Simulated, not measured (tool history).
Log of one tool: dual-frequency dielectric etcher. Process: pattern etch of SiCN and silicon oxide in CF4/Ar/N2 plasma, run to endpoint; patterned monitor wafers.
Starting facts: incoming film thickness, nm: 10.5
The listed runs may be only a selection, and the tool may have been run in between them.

run    day  source power (kW)  bias power (kW)  Ar flow (sccm)  CF4 flow (sccm)  endpoint time (s)
  1  0.000              0.540            0.071             138               45             13.608
  2  0.133              0.480            0.070             139               45             15.273
  3  0.504              0.480            0.070             139               38             15.797
  4  0.838              0.480            0.058             139               38             17.030
  5  0.862              0.480            0.058             139               35             17.190
  6  1.050              0.460            0.058             139               35             17.944

Forecast run 7:
  7  1.267              0.450            0.058             139               35                  ?

For run 7 the tool returned endpoint time (s) 18.410.
